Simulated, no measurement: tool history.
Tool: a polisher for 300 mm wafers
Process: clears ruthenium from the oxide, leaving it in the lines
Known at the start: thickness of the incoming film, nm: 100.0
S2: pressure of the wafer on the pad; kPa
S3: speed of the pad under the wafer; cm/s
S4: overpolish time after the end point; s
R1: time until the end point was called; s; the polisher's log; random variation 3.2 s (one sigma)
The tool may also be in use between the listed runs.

Run 1, hour 0: flow of slurry (ml/min) 185, S2 11.7 kPa, S3 100 cm/s, S4 7 s. Result: R1 150.43 s.
Run 2, hour 8.8: flow of slurry (ml/min) 185, S2 11.7 kPa, S3 112 cm/s, S4 7 s. Result: R1 135.13 s.
Run 3, hour 9.9: flow of slurry (ml/min) 180, S2 11 kPa, S3 106 cm/s, S4 7 s. Result: R1 150.45 s.
Run 4, hour 13.9: flow of slurry (ml/min) 140, S2 11 kPa, S3 106 cm/s, S4 7 s. Result: R1 162.94 s.
Run 5, hour 20.9: flow of slurry (ml/min) 135, S2 10.3 kPa, S3 102 cm/s, S4 7 s. Result: R1 174.89 s.
Run 6, hour 25.7: flow of slurry (ml/min) 135, S2 10.3 kPa, S3 124 cm/s, S4 7 s. Result: R1 147.66 s.
Run 7, hour 30.9: flow of slurry (ml/min) 130, S2 9.7 kPa, S3 116 cm/s, S4 7 s. Result: R1 171.3 s.
Run 8, hour 37.3: flow of slurry (ml/min) 125, S2 9 kPa, S3 110 cm/s, S4 7 s. Result: R1 196.33 s.
Run 9, hour 42.5: flow of slurry (ml/min) 125, S2 8.3 kPa, S3 108 cm/s, S4 7 s. Result: R1 213.76 s.

Run 10 comes next. What will it give?
Run 10, hour 43.3: flow of slurry (ml/min) 125, S2 7.6 kPa, S3 106 cm/s, S4 7 s. Result: R1 ?.

{"run 10": {"R1": 226.86}}

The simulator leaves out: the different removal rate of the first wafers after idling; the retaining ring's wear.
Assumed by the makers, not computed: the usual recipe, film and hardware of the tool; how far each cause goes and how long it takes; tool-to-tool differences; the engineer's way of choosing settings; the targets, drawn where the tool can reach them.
